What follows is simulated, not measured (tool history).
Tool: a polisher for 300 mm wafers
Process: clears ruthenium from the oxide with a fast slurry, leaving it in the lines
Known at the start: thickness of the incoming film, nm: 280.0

run,day,flow of slurry (ml/min),pressure of the wafer on the pad (psi),speed of the pad under the wafer (cm/s),abrasive content of the slurry,overpolish time after the end point (s),time until the end point was called (s),dishing of a wide line in a test structure (Å)
1,0.000,120,2.8,98,1.0,20,66.324,557.49
2,0.112,120,2.7,96,1.0,19,69.817,503.37
3,0.208,120,2.7,96,1.0,27,71.297,680.03
4,0.288,120,2.6,94,1.0,25,74.084,611.42
5,0.325,120,3.2,94,1.0,25,61.461,721.28
6,0.542,140,3.2,94,1.0,25,60.005,751.96

Forecast run 7:
7,0.900,140,3.0,90,1.0,23,?,?

Run 7 gave time until the end point was called (s) 64.517, dishing of a wide line in a test structure (Å) 649.74.

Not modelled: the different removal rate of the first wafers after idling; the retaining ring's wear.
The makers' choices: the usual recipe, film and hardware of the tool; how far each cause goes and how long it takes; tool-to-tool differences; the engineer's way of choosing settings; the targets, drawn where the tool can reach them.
